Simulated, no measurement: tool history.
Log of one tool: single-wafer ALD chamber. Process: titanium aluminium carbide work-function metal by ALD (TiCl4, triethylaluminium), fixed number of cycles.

run	hour	heater temperature setpoint (deg C)	triethylaluminium pulse time (s)	mean film thickness on the monitor wafer (Å)
1	0.0	310	9.16	21.4290
2	1.4	310	7.38	20.2340
3	6.0	314	7.38	20.4930
4	14.2	311	6.94	19.7970
5	19.1	303	6.94	19.0640
6	27.7	301	6.54	18.3340
7	31.9	289	3.61	8.2225
8	39.1	292	3.62	8.3702
9	43.7	296	3.63	8.6179
10	47.8	296	3.63	8.6900
11	51.0	300	3.77	9.6358
12	59.1	312	4.21	12.5460
13	66.3	313	4.21	12.6230
14	71.4	314	4.21	12.6800
15	76.7	316	4.21	12.6910
16	85.0	318	4.22	12.9580
# hour 93.2: thermocouple changed; heater temperature recalibrated
17	93.2	320	4.23	12.8480
18	100.0	332	7.16	21.6850
19	101.2	328	7.10	21.1970
20	104.4	316	4.17	12.3360
21	109.6	318	4.21	12.6550

Forecast run 22:
22	116.7	318	4.21	?

Run 22 gave mean film thickness on the monitor wafer (Å) 12.6950.
